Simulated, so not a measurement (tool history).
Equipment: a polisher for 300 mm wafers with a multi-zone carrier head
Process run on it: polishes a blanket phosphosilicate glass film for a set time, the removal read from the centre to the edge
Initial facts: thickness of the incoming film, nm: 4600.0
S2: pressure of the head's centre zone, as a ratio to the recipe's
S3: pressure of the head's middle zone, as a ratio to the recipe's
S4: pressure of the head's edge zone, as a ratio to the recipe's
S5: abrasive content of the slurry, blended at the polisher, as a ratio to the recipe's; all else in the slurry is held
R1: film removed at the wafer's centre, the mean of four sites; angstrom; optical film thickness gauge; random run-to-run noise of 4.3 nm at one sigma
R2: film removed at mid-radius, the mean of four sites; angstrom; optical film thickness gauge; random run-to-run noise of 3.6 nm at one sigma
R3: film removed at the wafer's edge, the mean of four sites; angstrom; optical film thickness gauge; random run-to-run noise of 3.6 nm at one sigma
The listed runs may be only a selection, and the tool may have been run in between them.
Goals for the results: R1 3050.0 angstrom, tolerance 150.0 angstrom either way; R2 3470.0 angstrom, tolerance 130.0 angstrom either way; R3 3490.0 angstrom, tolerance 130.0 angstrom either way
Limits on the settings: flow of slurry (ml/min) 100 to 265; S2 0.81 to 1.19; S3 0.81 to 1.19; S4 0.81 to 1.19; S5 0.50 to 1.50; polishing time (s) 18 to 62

run 1 day=0.000 | flow_of_slurry_(ml/min)=170 S2=1.00 S3=1.00 S4=1.00 S5=1.00 polishing_time_(s)=40 | R1=2212.6 R2=2310.3 R3=2443.9
run 2 day=0.033 | flow_of_slurry_(ml/min)=170 S2=1.00 S3=1.00 S4=1.00 S5=1.00 polishing_time_(s)=49 | R1=2762.1 R2=2802.8 R3=2946.9
run 3 day=0.392 | flow_of_slurry_(ml/min)=170 S2=1.00 S3=1.00 S4=1.00 S5=0.80 polishing_time_(s)=49 | R1=2256.2 R2=2316.9 R3=2461.8
run 4 day=0.442 | flow_of_slurry_(ml/min)=175 S2=1.00 S3=1.03 S4=1.03 S5=0.85 polishing_time_(s)=49 | R1=2472.4 R2=2568.5 R3=2652.2
-- day=0.692 edge zone pressure recalibrated
run 5 day=0.692 | flow_of_slurry_(ml/min)=180 S2=0.98 S3=1.04 S4=1.06 S5=0.90 polishing_time_(s)=49 | R1=2529.3 R2=2712.6 R3=2699.8
run 6 day=0.771 | flow_of_slurry_(ml/min)=165 S2=0.98 S3=1.04 S4=1.06 S5=0.90 polishing_time_(s)=49 | R1=2502.6 R2=2626.0 R3=2715.9
run 7 day=0.983 | flow_of_slurry_(ml/min)=160 S2=0.96 S3=1.04 S4=1.06 S5=1.00 polishing_time_(s)=49 | R1=2652.6 R2=2856.0 R3=2933.3
run 8 day=1.296 | flow_of_slurry_(ml/min)=160 S2=0.95 S3=1.04 S4=1.06 S5=1.05 polishing_time_(s)=49 | R1=2723.6 R2=2925.0 R3=3046.2
run 9 day=1.583 | flow_of_slurry_(ml/min)=165 S2=0.94 S3=1.05 S4=1.06 S5=1.10 polishing_time_(s)=49 | R1=2815.6 R2=3043.6 R3=3106.9
run 10 day=1.704 | flow_of_slurry_(ml/min)=160 S2=0.93 S3=1.06 S4=1.06 S5=1.15 polishing_time_(s)=49 | R1=2766.0 R2=3182.9 R3=3199.9
run 11 day=1.804 | flow_of_slurry_(ml/min)=165 S2=0.93 S3=1.06 S4=1.07 S5=1.20 polishing_time_(s)=49 | R1=2844.8 R2=3274.2 R3=3276.4

5 candidate next runs follow, results not yet known. Just one meets every target within its allowed miss. Identify it.
run A day=1.904 | flow_of_slurry_(ml/min)=185 S2=0.88 S3=1.01 S4=1.16 S5=1.10 polishing_time_(s)=51 | R1=? R2=? R3=?
run B day=1.904 | flow_of_slurry_(ml/min)=115 S2=0.81 S3=0.96 S4=1.16 S5=1.50 polishing_time_(s)=50 | R1=? R2=? R3=?
run C day=1.904 | flow_of_slurry_(ml/min)=165 S2=0.92 S3=1.06 S4=1.06 S5=1.10 polishing_time_(s)=55 | R1=? R2=? R3=?
run D day=1.904 | flow_of_slurry_(ml/min)=150 S2=0.82 S3=0.94 S4=1.07 S5=1.25 polishing_time_(s)=51 | R1=? R2=? R3=?
run E day=1.904 | flow_of_slurry_(ml/min)=160 S2=0.85 S3=0.98 S4=1.07 S5=1.50 polishing_time_(s)=50 | R1=? R2=? R3=?

move=A R1=2769.2 R2=3096.5 R3=3455.9
move=B R1=2728.2 R2=3140.8 R3=3743.4
move=C R1=3031.5 R2=3421.5 R3=3514.8
move=D R1=2722.6 R2=3033.8 R3=3483.9
move=E R1=3017.3 R2=3385.2 R3=3741.7
A: gets the furthest-off result to its target, but another result is out of tolerance
B: takes the biggest miss from the last run beyond its target
C: every result lands within tolerance
D: gets the furthest-off result to its target, but another result is out of tolerance
E: takes the biggest miss from the last run beyond its target
So the answer is move C, the one that meets all the targets.
